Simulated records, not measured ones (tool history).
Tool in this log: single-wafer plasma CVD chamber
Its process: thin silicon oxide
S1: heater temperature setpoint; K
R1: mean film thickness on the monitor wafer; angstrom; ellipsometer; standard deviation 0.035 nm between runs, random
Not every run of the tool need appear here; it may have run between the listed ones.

run 1 hour=0 | S1=678.15 chamber_pressure_(mTorr)=714 RF_power_(W)=215 deposition_time_(s)=3.43 | R1=47.419
run 2 hour=5.2 | S1=678.15 chamber_pressure_(mTorr)=760 RF_power_(W)=215 deposition_time_(s)=3.43 | R1=49.922
run 3 hour=8.1 | S1=678.15 chamber_pressure_(mTorr)=760 RF_power_(W)=215 deposition_time_(s)=3.43 | R1=50.207
run 4 hour=11.3 | S1=678.15 chamber_pressure_(mTorr)=760 RF_power_(W)=225 deposition_time_(s)=3.43 | R1=51.679
run 5 hour=19.9 | S1=678.15 chamber_pressure_(mTorr)=675 RF_power_(W)=225 deposition_time_(s)=3.43 | R1=45.774
run 6 hour=22.1 | S1=678.15 chamber_pressure_(mTorr)=624 RF_power_(W)=225 deposition_time_(s)=3.43 | R1=42.34
run 7 hour=29.6 | S1=678.15 chamber_pressure_(mTorr)=694 RF_power_(W)=225 deposition_time_(s)=3.43 | R1=47.284

Run 8 has not been measured yet. What should we expect?
run 8 hour=30.9 | S1=678.15 chamber_pressure_(mTorr)=741 RF_power_(W)=225 deposition_time_(s)=3.43 | R1=?

R1: 49.616 angstrom
